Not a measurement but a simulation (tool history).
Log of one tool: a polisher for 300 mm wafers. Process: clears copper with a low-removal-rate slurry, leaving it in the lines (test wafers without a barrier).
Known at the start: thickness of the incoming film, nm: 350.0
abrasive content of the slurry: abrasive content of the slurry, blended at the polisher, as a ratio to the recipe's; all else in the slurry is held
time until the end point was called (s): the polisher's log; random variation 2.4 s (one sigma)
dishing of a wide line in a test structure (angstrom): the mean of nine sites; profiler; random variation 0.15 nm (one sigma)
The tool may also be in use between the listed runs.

run,hour,flow of slurry (ml/min),pressure of the wafer on the pad (psi),speed of the pad under the wafer (m/s),abrasive content of the slurry,overpolish time after the end point (s),time until the end point was called (s),dishing of a wide line in a test structure (angstrom)
1,0.0,240,2.0,1.16,1.0,10,143.67,155.580
2,5.5,240,2.0,1.18,1.0,8,143.79,128.560
3,6.1,240,2.0,1.18,1.1,8,137.07,133.550
4,10.1,210,2.0,1.18,1.1,8,137.06,131.290
5,16.5,195,1.9,1.18,1.2,7,150.37,110.010
6,18.6,195,1.9,1.18,1.2,4,145.58,66.962
7,26.1,195,2.0,1.18,1.2,4,138.02,70.007

Run 8 comes next. What will it give?
8,28.1,195,2.1,1.18,1.2,4,?,?

time until the end point was called (s): 134.51
dishing of a wide line in a test structure (angstrom): 71.711

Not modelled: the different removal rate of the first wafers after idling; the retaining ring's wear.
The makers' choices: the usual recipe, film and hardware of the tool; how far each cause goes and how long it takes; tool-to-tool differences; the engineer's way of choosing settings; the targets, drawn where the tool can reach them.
